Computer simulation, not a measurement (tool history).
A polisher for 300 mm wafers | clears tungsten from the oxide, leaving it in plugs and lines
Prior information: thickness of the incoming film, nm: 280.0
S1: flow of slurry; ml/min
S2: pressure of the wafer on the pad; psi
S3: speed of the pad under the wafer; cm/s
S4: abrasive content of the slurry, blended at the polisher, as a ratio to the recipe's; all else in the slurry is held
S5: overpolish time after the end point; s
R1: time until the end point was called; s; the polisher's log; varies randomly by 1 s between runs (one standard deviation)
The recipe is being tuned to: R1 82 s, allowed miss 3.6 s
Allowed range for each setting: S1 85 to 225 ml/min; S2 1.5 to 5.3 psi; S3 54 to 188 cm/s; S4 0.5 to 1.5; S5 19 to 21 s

Run 1, day 0: S1 145 ml/min, S2 3.4 psi, S3 120 cm/s, S4 1, S5 19 s. Result: R1 60.72 s.
Run 2, day 0.025: S1 145 ml/min, S2 3.3 psi, S3 120 cm/s, S4 1, S5 19 s. Result: R1 61.958 s.
Run 3, day 0.158: S1 145 ml/min, S2 3.3 psi, S3 120 cm/s, S4 1, S5 19 s. Result: R1 63.138 s.
Run 4, day 0.408: S1 145 ml/min, S2 3.2 psi, S3 120 cm/s, S4 1, S5 19 s. Result: R1 63.278 s.
Run 5, day 0.475: S1 170 ml/min, S2 3.2 psi, S3 120 cm/s, S4 1, S5 19 s. Result: R1 62.217 s.
Run 6, day 0.683: S1 170 ml/min, S2 3.9 psi, S3 120 cm/s, S4 1, S5 19 s. Result: R1 52.77 s.
Run 7, day 0.896: S1 170 ml/min, S2 3.7 psi, S3 120 cm/s, S4 1, S5 19 s. Result: R1 55.384 s.
Run 8, day 1.225: S1 170 ml/min, S2 3.5 psi, S3 120 cm/s, S4 1, S5 19 s. Result: R1 58.682 s.
Run 9, day 1.512: S1 170 ml/min, S2 3.4 psi, S3 120 cm/s, S4 1, S5 19 s. Result: R1 59.593 s.
Run 10, day 1.554: S1 170 ml/min, S2 3.3 psi, S3 120 cm/s, S4 1, S5 19 s. Result: R1 61.502 s.
Run 11, day 1.608: S1 170 ml/min, S2 3.2 psi, S3 120 cm/s, S4 1, S5 19 s. Result: R1 63.54 s.
Run 12, day 1.8: S1 170 ml/min, S2 3.1 psi, S3 120 cm/s, S4 1, S5 19 s. Result: R1 65.214 s.

Consider the 5 candidate settings below. Which is the only one whose results all fall within their allowed miss of target?
Run A, day 1.992: S1 145 ml/min, S2 2.7 psi, S3 118 cm/s, S4 1.25, S5 20 s. Result: R1 ?.
Run B, day 1.992: S1 155 ml/min, S2 3.4 psi, S3 96 cm/s, S4 1.15, S5 19 s. Result: R1 ?.
Run C, day 1.992: S1 210 ml/min, S2 3.2 psi, S3 100 cm/s, S4 1.1, S5 20 s. Result: R1 ?.
Run D, day 1.992: S1 155 ml/min, S2 2.1 psi, S3 120 cm/s, S4 0.9, S5 19 s. Result: R1 ?.
Run E, day 1.992: S1 205 ml/min, S2 2.4 psi, S3 116 cm/s, S4 0.85, S5 19 s. Result: R1 ?.

move      R1
   A  71.458
   B  72.273
   C  71.365
   D  91.382
   E  82.947
A: an improvement on the last run, though not all results are within tolerance
B: an improvement on the last run, though not all results are within tolerance
C: an improvement on the last run, though not all results are within tolerance
D: takes the result that was furthest off past its target
E: in spec on every target
Move E is the one to make.

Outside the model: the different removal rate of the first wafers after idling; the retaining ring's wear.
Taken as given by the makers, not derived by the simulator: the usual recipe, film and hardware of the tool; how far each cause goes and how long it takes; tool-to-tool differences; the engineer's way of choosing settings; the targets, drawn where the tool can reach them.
